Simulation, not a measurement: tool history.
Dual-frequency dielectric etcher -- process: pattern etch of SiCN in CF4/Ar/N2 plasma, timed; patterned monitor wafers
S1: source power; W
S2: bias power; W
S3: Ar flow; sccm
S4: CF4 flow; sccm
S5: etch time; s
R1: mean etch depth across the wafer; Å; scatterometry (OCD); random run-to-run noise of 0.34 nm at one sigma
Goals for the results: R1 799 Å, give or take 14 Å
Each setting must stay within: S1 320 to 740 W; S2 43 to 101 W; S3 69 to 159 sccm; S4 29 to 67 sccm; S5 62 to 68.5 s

run,hour,S1,S2,S3,S4,S5,R1
1,0,530,72,114,48,68.5,715.48
2,4.4,530,72,114,48,62,645.93
3,11.1,530,72,114,48,62,648.06
4,19.1,530,72,114,54,62,652.76
5,27.5,560,72,114,54,62,682.76
6,30.4,560,72,130,54,62,671.61
7,33.3,590,72,130,54,62,688.03
8,36.7,620,72,130,54,62,717.19
9,44.6,640,72,130,54,62,736.94
10,52.9,650,72,130,54,62,746.88
11,54.9,660,72,130,54,62,750.97
12,62.6,670,72,130,54,62,763.21
13,66.7,680,72,130,54,62,772.63
14,74.4,690,72,130,54,62,780.31

Which of these 4 next moves meets every target?
A,82.1,630,68,115,67,62,?
B,82.1,650,82,127,53,63.5,?
C,82.1,720,63,123,50,63,?
D,82.1,650,77,123,56,62,?

move,R1
A,749.96
B,809.59
C,777.09
D,779.44
A: misses by more than the last run did
B: every result lands within tolerance
C: misses by more than the last run did
D: as far off as the last run
Go with B: it meets all targets.
